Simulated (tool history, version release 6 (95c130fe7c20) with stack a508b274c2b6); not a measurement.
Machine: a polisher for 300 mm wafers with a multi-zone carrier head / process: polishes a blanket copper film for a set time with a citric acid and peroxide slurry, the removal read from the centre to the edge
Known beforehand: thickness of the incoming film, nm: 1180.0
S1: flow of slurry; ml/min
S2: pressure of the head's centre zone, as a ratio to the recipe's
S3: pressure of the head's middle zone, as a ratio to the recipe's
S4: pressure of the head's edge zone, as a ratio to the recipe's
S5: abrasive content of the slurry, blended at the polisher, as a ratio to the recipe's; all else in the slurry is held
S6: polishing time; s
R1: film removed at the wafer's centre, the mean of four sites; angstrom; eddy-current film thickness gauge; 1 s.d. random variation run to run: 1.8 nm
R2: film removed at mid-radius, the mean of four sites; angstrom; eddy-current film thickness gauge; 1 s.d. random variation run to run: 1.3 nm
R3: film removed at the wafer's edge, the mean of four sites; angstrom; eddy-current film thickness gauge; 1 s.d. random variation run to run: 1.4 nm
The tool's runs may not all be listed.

run	hour	S1	S2	S3	S4	S5	S6	R1	R2	R3
1	0	290	1	1	1	1	76	1902.1	1823.9	1778.5
2	7.2	290	1.07	1	1	1	76	2044.5	1803.3	1780.9
3	15.7	290	1.07	1.03	1	1	76	2072.9	1864.9	1803.5
4	20.2	285	1.04	0.99	1.06	1.15	77	2102.7	1911.7	1944
5	22	280	1.02	0.95	1.1	1.2	77	2088.4	1862.7	2017.4
6	24.5	340	1.02	0.95	1.1	1.2	77	2096.8	1907.2	2001.9
7	32.5	340	1.02	0.95	1.1	1.2	77	2143.1	1886.7	2009.6

What will run 8 give?
8	39.7	340	1.02	0.95	1.1	1.2	77	?	?	?

R1: 2115.5 angstrom
R2: 1904.5 angstrom
R3: 2019.8 angstrom

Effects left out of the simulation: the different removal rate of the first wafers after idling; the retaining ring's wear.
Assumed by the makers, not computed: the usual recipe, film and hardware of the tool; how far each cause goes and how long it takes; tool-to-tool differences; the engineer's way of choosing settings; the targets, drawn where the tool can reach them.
